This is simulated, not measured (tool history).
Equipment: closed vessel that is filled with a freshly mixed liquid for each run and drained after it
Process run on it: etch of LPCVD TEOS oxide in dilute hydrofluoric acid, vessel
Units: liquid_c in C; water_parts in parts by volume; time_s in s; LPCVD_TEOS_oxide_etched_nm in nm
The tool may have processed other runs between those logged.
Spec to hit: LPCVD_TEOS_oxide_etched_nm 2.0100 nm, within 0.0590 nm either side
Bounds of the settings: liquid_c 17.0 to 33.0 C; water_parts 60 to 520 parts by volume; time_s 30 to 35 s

run,hour,liquid_c,water_parts,time_s,LPCVD_TEOS_oxide_etched_nm
1,0.0,25.0,290,35,2.2034
2,2.9,23.5,290,35,2.0781
3,4.7,23.5,325,35,1.7915
4,8.9,23.5,275,35,2.2234
5,16.4,23.0,275,35,2.1751
6,22.3,23.0,200,35,3.2304
7,28.2,21.5,215,35,2.7986
# hour 29.8: thermometer replaced
8,29.8,20.5,225,35,2.7952
9,33.9,20.5,245,35,2.5081

4 candidate next runs follow, results not yet known. Just one meets every target within its allowed miss. Identify it.
A,38.0,19.0,260,35,?
B,38.0,17.5,205,35,?
C,38.0,20.5,260,30,?
D,38.0,21.0,205,35,?

move,LPCVD_TEOS_oxide_etched_nm
A,2.2070
B,2.7774
C,2.0010
D,3.1816
A: moves toward the targets from the last run without getting all of them in spec
B: lands further from the targets than the last run did
C: in spec on every target
D: lands further from the targets than the last run did
The move that meets every target is C.
